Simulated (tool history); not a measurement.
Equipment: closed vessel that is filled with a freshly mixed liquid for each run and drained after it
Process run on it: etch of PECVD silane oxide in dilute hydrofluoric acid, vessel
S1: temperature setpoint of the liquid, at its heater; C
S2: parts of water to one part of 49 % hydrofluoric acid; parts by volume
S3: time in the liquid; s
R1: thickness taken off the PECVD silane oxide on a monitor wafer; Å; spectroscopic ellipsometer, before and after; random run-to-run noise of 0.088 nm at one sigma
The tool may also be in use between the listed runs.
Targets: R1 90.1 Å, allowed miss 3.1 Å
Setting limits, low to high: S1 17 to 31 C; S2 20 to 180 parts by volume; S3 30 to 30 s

Run 1, hour 0: S1 23 C, S2 100 parts by volume, S3 30 s. Result: R1 46.996 Å.
Run 2, hour 1.8: S1 24 C, S2 95 parts by volume, S3 30 s. Result: R1 51.487 Å.
Run 3, hour 9.8: S1 24 C, S2 95 parts by volume, S3 30 s. Result: R1 50.646 Å.
Run 4, hour 17.4: S1 24 C, S2 125 parts by volume, S3 30 s. Result: R1 37.429 Å.
Run 5, hour 19.5: S1 24 C, S2 115 parts by volume, S3 30 s. Result: R1 41.746 Å.
Run 6, hour 27: S1 24 C, S2 115 parts by volume, S3 30 s. Result: R1 41.423 Å.
Run 7, hour 28.2: S1 24.5 C, S2 110 parts by volume, S3 30 s. Result: R1 43.641 Å.
Run 8, hour 33.5: S1 25 C, S2 105 parts by volume, S3 30 s. Result: R1 48.255 Å.
Run 9, hour 38.4: S1 25.5 C, S2 100 parts by volume, S3 30 s. Result: R1 51.022 Å.
Run 10, hour 45.6: S1 26 C, S2 95 parts by volume, S3 30 s. Result: R1 56.061 Å.
Run 11, hour 51: S1 26 C, S2 95 parts by volume, S3 30 s. Result: R1 55.219 Å.
Run 12, hour 52.5: S1 26.5 C, S2 90 parts by volume, S3 30 s. Result: R1 60.583 Å.
Run 13, hour 54.5: S1 26.5 C, S2 90 parts by volume, S3 30 s. Result: R1 59.893 Å.
Run 14, hour 61.3: S1 30.5 C, S2 65 parts by volume, S3 30 s. Result: R1 99.709 Å.
Run 15, hour 68.3: S1 29.5 C, S2 65 parts by volume, S3 30 s. Result: R1 96.181 Å.

4 candidate next runs follow, results not yet known. Just one meets every target within its allowed miss. Identify it.
Run A, hour 75.3: S1 29 C, S2 75 parts by volume, S3 30 s. Result: R1 ?.
Run B, hour 75.3: S1 25.5 C, S2 60 parts by volume, S3 30 s. Result: R1 ?.
Run C, hour 75.3: S1 27.5 C, S2 70 parts by volume, S3 30 s. Result: R1 ?.
Run D, hour 75.3: S1 30.5 C, S2 75 parts by volume, S3 30 s. Result: R1 ?.

move      R1
   A  80.957
   B  89.996
   C  82.393
   D  85.759
A: the result that was furthest off in the last run now lies on the other side of its target
B: all results in spec
C: the result that was furthest off in the last run now lies on the other side of its target
D: the result that was furthest off in the last run now lies on the other side of its target
The move that meets every target is B.

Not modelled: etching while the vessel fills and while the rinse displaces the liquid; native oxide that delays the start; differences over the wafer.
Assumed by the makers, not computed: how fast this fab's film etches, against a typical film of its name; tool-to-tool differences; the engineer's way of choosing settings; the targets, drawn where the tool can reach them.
